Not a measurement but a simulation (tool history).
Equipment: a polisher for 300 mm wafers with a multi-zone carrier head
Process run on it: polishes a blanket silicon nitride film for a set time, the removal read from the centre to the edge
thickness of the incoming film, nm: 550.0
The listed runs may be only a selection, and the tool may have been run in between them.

| run | hour | flow of slurry (ml/min) | pressure of the head's centre zone | pressure of the head's middle zone | pressure of the head's edge zone | polishing time (s) | film removed at the wafer's centre (angstrom) | film removed at mid-radius (angstrom) | film removed at the wafer's edge (angstrom) |
|---|---|---|---|---|---|---|---|---|---|
| 1 | 0.0 | 260 | 1.00 | 1.00 | 1.00 | 75 | 1490.9 | 1476.1 | 1490.4 |
| 2 | 3.4 | 265 | 1.03 | 1.00 | 1.03 | 77 | 1578.5 | 1495.6 | 1590.1 |
| 3 | 8.6 | 205 | 1.03 | 1.00 | 1.03 | 77 | 1504.4 | 1458.3 | 1537.1 |
| 4 | 14.7 | 205 | 1.03 | 0.94 | 1.03 | 77 | 1516.3 | 1363.7 | 1567.9 |
| 5 | 17.8 | 205 | 1.03 | 0.94 | 1.03 | 84 | 1634.6 | 1527.1 | 1722.3 |
| 6 | 23.0 | 205 | 0.95 | 0.94 | 1.03 | 84 | 1526.4 | 1503.0 | 1670.8 |
| 7 | 26.6 | 230 | 0.99 | 0.94 | 1.02 | 84 | 1622.1 | 1507.8 | 1726.7 |

For run 8, what comes out?
| 8 | 33.0 | 250 | 1.01 | 0.95 | 1.01 | 84 | ? | ? | ? |

film removed at the wafer's centre (angstrom): 1645.6
film removed at mid-radius (angstrom): 1544.2
film removed at the wafer's edge (angstrom): 1705.5

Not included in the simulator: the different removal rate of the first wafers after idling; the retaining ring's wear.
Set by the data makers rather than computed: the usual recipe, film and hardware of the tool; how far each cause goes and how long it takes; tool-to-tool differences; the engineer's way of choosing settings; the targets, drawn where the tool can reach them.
